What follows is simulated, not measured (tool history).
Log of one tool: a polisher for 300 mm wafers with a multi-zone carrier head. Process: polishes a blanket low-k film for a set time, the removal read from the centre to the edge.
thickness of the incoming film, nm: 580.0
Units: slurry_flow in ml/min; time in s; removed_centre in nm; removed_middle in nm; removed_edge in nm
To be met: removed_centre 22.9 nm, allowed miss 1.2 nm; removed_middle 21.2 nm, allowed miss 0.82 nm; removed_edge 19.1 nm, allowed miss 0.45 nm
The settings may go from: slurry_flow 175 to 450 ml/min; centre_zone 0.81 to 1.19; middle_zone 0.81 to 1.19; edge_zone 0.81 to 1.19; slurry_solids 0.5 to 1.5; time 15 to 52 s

{"run": 1, "day": 0.0, "slurry_flow": 290, "centre_zone": 1, "middle_zone": 1, "edge_zone": 1, "slurry_solids": 1, "time": 33, "removed_centre": 14.123, "removed_middle": 13.745, "removed_edge": 13.816}
{"run": 2, "day": 0.058, "slurry_flow": 295, "centre_zone": 1.02, "middle_zone": 1.02, "edge_zone": 1.01, "slurry_solids": 1.05, "time": 33, "removed_centre": 14.547, "removed_middle": 14.585, "removed_edge": 14.12}
{"run": 3, "day": 0.379, "slurry_flow": 295, "centre_zone": 1.09, "middle_zone": 1.02, "edge_zone": 1.01, "slurry_solids": 1.05, "time": 33, "removed_centre": 15.718, "removed_middle": 14.456, "removed_edge": 14.064}
{"run": 4, "day": 0.512, "slurry_flow": 300, "centre_zone": 1.1, "middle_zone": 1.03, "edge_zone": 1.02, "slurry_solids": 1.1, "time": 33, "removed_centre": 15.968, "removed_middle": 15.071, "removed_edge": 14.441}
{"run": 5, "day": 0.533, "slurry_flow": 300, "centre_zone": 1.1, "middle_zone": 1.03, "edge_zone": 1.02, "slurry_solids": 1.3, "time": 33, "removed_centre": 16.586, "removed_middle": 15.372, "removed_edge": 15.122}
{"run": 6, "day": 0.662, "slurry_flow": 300, "centre_zone": 1.1, "middle_zone": 1.03, "edge_zone": 1.07, "slurry_solids": 1.3, "time": 33, "removed_centre": 16.755, "removed_middle": 15.698, "removed_edge": 15.518}
{"run": 7, "day": 0.742, "slurry_flow": 305, "centre_zone": 1.11, "middle_zone": 1.04, "edge_zone": 1.07, "slurry_solids": 1.3, "time": 34, "removed_centre": 17.651, "removed_middle": 16.015, "removed_edge": 16.008}
{"run": 8, "day": 1.088, "slurry_flow": 305, "centre_zone": 1.12, "middle_zone": 1.05, "edge_zone": 1.07, "slurry_solids": 1.3, "time": 34, "removed_centre": 17.797, "removed_middle": 16.568, "removed_edge": 15.886}
{"run": 9, "day": 1.204, "slurry_flow": 310, "centre_zone": 1.13, "middle_zone": 1.06, "edge_zone": 1.08, "slurry_solids": 1.3, "time": 34, "removed_centre": 18.033, "removed_middle": 16.309, "removed_edge": 16.198}
{"run": 10, "day": 1.325, "slurry_flow": 310, "centre_zone": 1.14, "middle_zone": 1.07, "edge_zone": 1.07, "slurry_solids": 1.3, "time": 34, "removed_centre": 17.843, "removed_middle": 16.355, "removed_edge": 16.104}
{"run": 11, "day": 1.675, "slurry_flow": 310, "centre_zone": 1.14, "middle_zone": 1.07, "edge_zone": 1.07, "slurry_solids": 1.3, "time": 34, "removed_centre": 18.016, "removed_middle": 16.469, "removed_edge": 15.972}
{"run": 12, "day": 1.967, "slurry_flow": 315, "centre_zone": 1.15, "middle_zone": 1.08, "edge_zone": 1.07, "slurry_solids": 1.3, "time": 34, "removed_centre": 18.682, "removed_middle": 17.095, "removed_edge": 15.926}
{"run": 13, "day": 2.296, "slurry_flow": 345, "centre_zone": 1.19, "middle_zone": 1.14, "edge_zone": 1.17, "slurry_solids": 1.5, "time": 36, "removed_centre": 21.084, "removed_middle": 19.326, "removed_edge": 18.696}
{"run": 14, "day": 2.35, "slurry_flow": 345, "centre_zone": 1.19, "middle_zone": 1.14, "edge_zone": 1.16, "slurry_solids": 1.5, "time": 36, "removed_centre": 21.132, "removed_middle": 19.644, "removed_edge": 18.466}
{"run": 15, "day": 2.379, "slurry_flow": 345, "centre_zone": 1.19, "middle_zone": 1.14, "edge_zone": 1.15, "slurry_solids": 1.5, "time": 36, "removed_centre": 21.622, "removed_middle": 19.67, "removed_edge": 18.456}
{"run": 16, "day": 2.488, "slurry_flow": 345, "centre_zone": 1.19, "middle_zone": 1.14, "edge_zone": 1.15, "slurry_solids": 1.5, "time": 36, "removed_centre": 20.908, "removed_middle": 19.631, "removed_edge": 18.522}

Which of these 5 next moves meets every target?
{"run": "A", "day": 2.596, "slurry_flow": 280, "centre_zone": 1.03, "middle_zone": 0.99, "edge_zone": 1.19, "slurry_solids": 1.5, "time": 40, "removed_centre": "?", "removed_middle": "?", "removed_edge": "?"}
{"run": "B", "day": 2.596, "slurry_flow": 280, "centre_zone": 1.04, "middle_zone": 1.07, "edge_zone": 1.19, "slurry_solids": 1.5, "time": 36, "removed_centre": "?", "removed_middle": "?", "removed_edge": "?"}
{"run": "C", "day": 2.596, "slurry_flow": 315, "centre_zone": 1.04, "middle_zone": 1.13, "edge_zone": 1.1, "slurry_solids": 1.45, "time": 40, "removed_centre": "?", "removed_middle": "?", "removed_edge": "?"}
{"run": "D", "day": 2.596, "slurry_flow": 345, "centre_zone": 1.15, "middle_zone": 1.12, "edge_zone": 1.11, "slurry_solids": 1.4, "time": 41, "removed_centre": "?", "removed_middle": "?", "removed_edge": "?"}
{"run": "E", "day": 2.596, "slurry_flow": 400, "centre_zone": 1.18, "middle_zone": 1.16, "edge_zone": 1.08, "slurry_solids": 1.5, "time": 38, "removed_centre": "?", "removed_middle": "?", "removed_edge": "?"}

move=A removed_centre=19.37 removed_middle=19.145 removed_edge=20.772
move=B removed_centre=17.613 removed_middle=18.404 removed_edge=18.675
move=C removed_centre=19.648 removed_middle=21.476 removed_edge=19.971
move=D removed_centre=22.254 removed_middle=21.783 removed_edge=20.47
move=E removed_centre=21.923 removed_middle=21.515 removed_edge=19.312
A: further off than the last run
B: further off than the last run
C: brings the result that was furthest off to its target, and leaves another outside
D: brings the result that was furthest off to its target, and leaves another outside
E: meets every target
The right move is E.

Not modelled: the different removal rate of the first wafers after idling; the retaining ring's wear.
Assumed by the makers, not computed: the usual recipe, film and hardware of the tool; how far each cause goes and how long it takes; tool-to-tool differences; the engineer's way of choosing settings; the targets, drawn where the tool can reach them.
